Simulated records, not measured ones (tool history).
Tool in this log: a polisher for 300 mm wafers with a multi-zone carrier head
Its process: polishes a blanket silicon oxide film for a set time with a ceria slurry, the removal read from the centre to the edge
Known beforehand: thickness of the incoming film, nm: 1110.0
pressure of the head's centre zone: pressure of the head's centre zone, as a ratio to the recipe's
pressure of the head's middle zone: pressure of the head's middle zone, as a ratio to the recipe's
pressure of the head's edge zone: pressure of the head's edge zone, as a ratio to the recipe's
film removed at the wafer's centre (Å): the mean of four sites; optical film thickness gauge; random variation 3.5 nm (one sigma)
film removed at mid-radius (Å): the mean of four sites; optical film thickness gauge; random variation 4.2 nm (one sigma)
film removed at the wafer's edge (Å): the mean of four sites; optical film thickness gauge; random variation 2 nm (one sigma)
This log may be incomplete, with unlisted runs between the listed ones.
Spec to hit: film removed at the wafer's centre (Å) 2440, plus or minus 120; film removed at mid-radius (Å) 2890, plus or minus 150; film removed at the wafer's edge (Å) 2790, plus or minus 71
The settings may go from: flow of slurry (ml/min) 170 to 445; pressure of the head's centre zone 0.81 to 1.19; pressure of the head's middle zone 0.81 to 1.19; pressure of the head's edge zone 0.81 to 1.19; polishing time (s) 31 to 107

run,hour,flow of slurry (ml/min),pressure of the head's centre zone,pressure of the head's middle zone,pressure of the head's edge zone,polishing time (s),film removed at the wafer's centre (Å),film removed at mid-radius (Å),film removed at the wafer's edge (Å)
1,0,285,1,1,1,69,3181,3205.4,3132.4
2,3.1,280,0.96,0.99,0.98,68,2945.8,3075.8,3023.2
3,10.5,275,0.94,0.99,0.97,68,2894.4,3041.1,3043.5
4,14.7,275,0.88,0.99,0.97,68,2719.6,3100.1,3032.9
# hour 16: worn pad replaced by a new one
5,16,275,0.88,0.99,0.93,68,2965.3,3282.6,3201.1
6,24,275,0.88,0.99,0.85,68,3009.8,3337.5,3115.7
7,29.3,270,0.87,0.99,0.86,66,2819.6,3289.1,2997.7
8,35.3,260,0.86,0.98,0.87,65,2826.7,3060.3,2952.1
9,37.2,260,0.85,0.99,0.88,64,2676.2,3125.8,2953.7

Below are 5 possible settings for the next run. Only one of them brings all results inside the allowed miss of their targets. Which is it?
A,39.1,285,0.82,0.99,0.92,59,?,?,?
B,39.1,330,0.93,1.04,0.84,61,?,?,?
C,39.1,195,0.92,0.97,0.87,63,?,?,?
D,39.1,240,0.89,1.1,0.86,62,?,?,?
E,39.1,345,0.87,1.03,0.83,61,?,?,?

move,film removed at the wafer's centre (Å),film removed at mid-radius (Å),film removed at the wafer's edge (Å)
A,2444.4,2903.1,2778.8
B,2834.6,3164.2,2779.4
C,2752.8,2940.7,2817.6
D,2699.9,3284.9,2795.5
E,2695,3149.7,2772.1
A: all results land within tolerance of their targets
B: puts the biggest miss on target and leaves a different result outside tolerance
C: puts the biggest miss on target and leaves a different result outside tolerance
D: puts the biggest miss on target and leaves a different result outside tolerance
E: puts the biggest miss on target and leaves a different result outside tolerance
Go with A: it meets all targets.
